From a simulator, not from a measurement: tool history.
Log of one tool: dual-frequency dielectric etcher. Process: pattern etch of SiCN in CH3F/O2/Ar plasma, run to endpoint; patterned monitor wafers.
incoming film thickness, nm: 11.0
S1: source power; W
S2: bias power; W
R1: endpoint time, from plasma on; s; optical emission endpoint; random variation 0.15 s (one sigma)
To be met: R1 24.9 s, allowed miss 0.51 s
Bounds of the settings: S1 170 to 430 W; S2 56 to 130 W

{"run": 1, "hour": 0.0, "S1": 300, "S2": 93, "R1": 28}
{"run": 2, "hour": 3.9, "S1": 300, "S2": 101, "R1": 27.181}
{"run": 3, "hour": 12.7, "S1": 300, "S2": 107, "R1": 26.484}
{"run": 4, "hour": 20.3, "S1": 240, "S2": 107, "R1": 28.269}
{"run": 5, "hour": 24.6, "S1": 270, "S2": 109, "R1": 27.27}
{"run": 6, "hour": 31.0, "S1": 290, "S2": 110, "R1": 26.717}
{"run": 7, "hour": 35.5, "S1": 290, "S2": 110, "R1": 26.77}
{"run": 8, "hour": 38.7, "S1": 310, "S2": 112, "R1": 25.981}

Which of these 4 next moves meets every target?
{"run": "A", "hour": 41.9, "S1": 330, "S2": 120, "R1": "?"}
{"run": "B", "hour": 41.9, "S1": 290, "S2": 111, "R1": "?"}
{"run": "C", "hour": 41.9, "S1": 300, "S2": 111, "R1": "?"}
{"run": "D", "hour": 41.9, "S1": 320, "S2": 110, "R1": "?"}

move=A R1=24.907
move=B R1=26.61
move=C R1=26.357
move=D R1=25.964
A: meets every target
B: further off than the last run
C: further off than the last run
D: as far off as the last run
The right move is A.

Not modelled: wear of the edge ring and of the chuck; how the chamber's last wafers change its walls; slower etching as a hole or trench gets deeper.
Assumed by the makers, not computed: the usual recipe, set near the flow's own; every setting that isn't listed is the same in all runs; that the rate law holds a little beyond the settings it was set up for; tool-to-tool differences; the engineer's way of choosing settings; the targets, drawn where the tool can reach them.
